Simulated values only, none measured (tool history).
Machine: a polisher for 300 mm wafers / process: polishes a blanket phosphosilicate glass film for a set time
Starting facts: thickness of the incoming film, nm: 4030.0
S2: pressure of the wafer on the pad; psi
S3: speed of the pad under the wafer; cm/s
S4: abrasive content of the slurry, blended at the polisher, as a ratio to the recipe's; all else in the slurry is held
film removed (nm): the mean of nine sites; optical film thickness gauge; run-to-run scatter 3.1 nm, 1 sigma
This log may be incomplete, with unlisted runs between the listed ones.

Run 1, hour 0.0: flow of slurry (ml/min) 290, S2 3.4 psi, S3 102 cm/s, S4 1.0, polishing time (s) 54. Result: film removed (nm) 516.42.
Run 2, hour 6.8: flow of slurry (ml/min) 285, S2 3.4 psi, S3 102 cm/s, S4 1.0, polishing time (s) 54. Result: film removed (nm) 524.15.
Run 3, hour 15.8: flow of slurry (ml/min) 285, S2 3.4 psi, S3 102 cm/s, S4 0.9, polishing time (s) 54. Result: film removed (nm) 485.10.
Run 4, hour 17.4: flow of slurry (ml/min) 285, S2 4.0 psi, S3 102 cm/s, S4 0.9, polishing time (s) 54. Result: film removed (nm) 571.63.
Run 5, hour 25.4: flow of slurry (ml/min) 285, S2 4.0 psi, S3 102 cm/s, S4 0.9, polishing time (s) 54. Result: film removed (nm) 565.60.
Run 6, hour 30.8: flow of slurry (ml/min) 285, S2 4.0 psi, S3 102 cm/s, S4 0.9, polishing time (s) 54. Result: film removed (nm) 567.59.
Run 7, hour 37.1: flow of slurry (ml/min) 280, S2 3.9 psi, S3 102 cm/s, S4 0.9, polishing time (s) 54. Result: film removed (nm) 562.90.

What will run 8 give?
Run 8, hour 38.1: flow of slurry (ml/min) 280, S2 3.8 psi, S3 102 cm/s, S4 0.9, polishing time (s) 54. Result: film removed (nm) ?.

film removed (nm): 543.28
